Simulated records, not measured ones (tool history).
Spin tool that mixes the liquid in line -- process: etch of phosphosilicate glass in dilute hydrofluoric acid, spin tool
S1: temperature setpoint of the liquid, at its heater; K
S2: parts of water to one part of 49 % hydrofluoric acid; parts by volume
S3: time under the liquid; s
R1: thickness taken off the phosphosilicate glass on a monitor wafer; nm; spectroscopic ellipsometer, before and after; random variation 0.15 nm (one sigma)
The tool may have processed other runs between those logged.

run 1 hour=0.0 | S1=296.15 S2=205 S3=35 | R1=27.955
run 2 hour=0.6 | S1=296.15 S2=205 S3=35 | R1=28.076
run 3 hour=6.2 | S1=294.65 S2=205 S3=35 | R1=26.270
run 4 hour=12.0 | S1=296.15 S2=195 S3=35 | R1=29.625
run 5 hour=17.9 | S1=297.65 S2=190 S3=35 | R1=32.254
run 6 hour=19.2 | S1=298.65 S2=185 S3=35 | R1=34.554
run 7 hour=28.2 | S1=299.65 S2=180 S3=35 | R1=37.179
run 8 hour=34.1 | S1=300.65 S2=175 S3=35 | R1=39.865

For run 9, what comes out?
run 9 hour=38.2 | S1=301.15 S2=170 S3=35 | R1=?

R1: 42.235 nm
